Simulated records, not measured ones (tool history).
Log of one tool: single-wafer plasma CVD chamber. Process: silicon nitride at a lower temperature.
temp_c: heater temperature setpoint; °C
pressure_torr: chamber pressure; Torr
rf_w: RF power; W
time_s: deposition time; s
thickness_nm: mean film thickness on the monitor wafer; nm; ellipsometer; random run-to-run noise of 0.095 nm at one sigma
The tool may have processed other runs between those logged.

{"run": 1, "hour": 0.0, "temp_c": 325, "pressure_torr": 1.21, "rf_w": 380, "time_s": 26.0, "thickness_nm": 32.018}
{"run": 2, "hour": 1.2, "temp_c": 319, "pressure_torr": 1.21, "rf_w": 380, "time_s": 26.0, "thickness_nm": 32.065}
{"run": 3, "hour": 2.4, "temp_c": 319, "pressure_torr": 1.32, "rf_w": 390, "time_s": 26.0, "thickness_nm": 33.571}
{"run": 4, "hour": 10.7, "temp_c": 314, "pressure_torr": 1.32, "rf_w": 390, "time_s": 26.0, "thickness_nm": 33.632}
{"run": 5, "hour": 12.0, "temp_c": 314, "pressure_torr": 1.4, "rf_w": 395, "time_s": 26.0, "thickness_nm": 34.446}
{"run": 6, "hour": 17.5, "temp_c": 314, "pressure_torr": 1.54, "rf_w": 395, "time_s": 26.0, "thickness_nm": 35.885}

Expected results for the next run?
{"run": 7, "hour": 20.4, "temp_c": 314, "pressure_torr": 1.57, "rf_w": 395, "time_s": 26.0, "thickness_nm": "?"}

thickness_nm: 36.023 nm

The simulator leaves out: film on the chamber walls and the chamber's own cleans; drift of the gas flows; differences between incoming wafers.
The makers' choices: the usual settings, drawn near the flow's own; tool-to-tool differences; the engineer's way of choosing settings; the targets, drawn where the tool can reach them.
